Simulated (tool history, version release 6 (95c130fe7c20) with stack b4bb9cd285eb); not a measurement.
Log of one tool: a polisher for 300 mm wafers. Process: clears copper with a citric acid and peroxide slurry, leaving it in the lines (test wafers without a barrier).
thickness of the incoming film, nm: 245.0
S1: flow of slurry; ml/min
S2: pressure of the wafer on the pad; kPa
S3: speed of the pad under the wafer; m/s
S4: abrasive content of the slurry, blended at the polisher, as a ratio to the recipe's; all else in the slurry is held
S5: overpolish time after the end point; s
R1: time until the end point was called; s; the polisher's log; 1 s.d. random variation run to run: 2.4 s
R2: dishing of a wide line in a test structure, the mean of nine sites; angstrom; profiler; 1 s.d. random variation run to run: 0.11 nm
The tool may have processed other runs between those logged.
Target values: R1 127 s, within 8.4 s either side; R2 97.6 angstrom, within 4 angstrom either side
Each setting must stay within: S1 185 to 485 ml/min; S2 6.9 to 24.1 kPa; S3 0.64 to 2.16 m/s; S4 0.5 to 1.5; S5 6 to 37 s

run	hour	S1	S2	S3	S4	S5	R1	R2
1	0	310	15.2	1.4	1	19	120.69	263.44
2	3.9	310	15.2	1.4	1.2	19	113.5	267.69
3	10.8	310	15.2	1.72	1.2	19	100.34	304.26
4	17.3	310	15.2	1.72	1.2	16	93.475	264.96
5	25.8	300	13.8	1.64	1.25	14	106.84	214.27
6	28	300	13.8	1.4	1.25	14	124.7	190.24
7	32.1	210	9.7	1.78	1	6	161.06	65.9
8	40.5	250	9.7	1.8	0.95	6	159.12	66.898
9	43.1	285	10.3	1.8	0.95	6	147.12	72.707
10	51.3	300	11	1.78	0.95	6	133.76	77.96
11	60	305	11	1.74	1	6	136.29	77.597
12	63.4	300	11.7	1.72	1	6	129.84	81.782
13	71.8	300	11.7	1.7	1.05	6	129.43	81.709
14	72.5	295	11.7	1.68	1.1	6	134.4	82.126
15	74.9	300	11.7	1.66	1.15	6	131.42	81.655
16	83.2	295	11.7	1.64	1.15	6	131.21	82.415
17	84.7	295	11.7	1.62	1.15	6	126.85	81.412
18	93.2	290	11.7	1.64	1.15	11	131.32	142.86
19	94.4	270	12.4	1.56	1.15	11	129.51	143.01

Which one of the following 4 next-run settings gets every result inside its allowed miss? There is exactly one.
A	95.6	240	15.2	1.58	0.8	14	?	?
B	95.6	385	17.2	1.14	1.2	7	?	?
C	95.6	325	13.8	1.6	1.05	7	?	?
D	95.6	375	12.4	1.62	1	7	?	?

move	R1	R2
A	122.7	192.47
B	116.25	106.62
C	118.15	104.56
D	130.01	95.3
A: its largest miss is bigger than the last run's
B: closes in on the targets versus the last run, not all within tolerance yet
C: closes in on the targets versus the last run, not all within tolerance yet
D: each result inside its tolerance
Go with D: it meets all targets.

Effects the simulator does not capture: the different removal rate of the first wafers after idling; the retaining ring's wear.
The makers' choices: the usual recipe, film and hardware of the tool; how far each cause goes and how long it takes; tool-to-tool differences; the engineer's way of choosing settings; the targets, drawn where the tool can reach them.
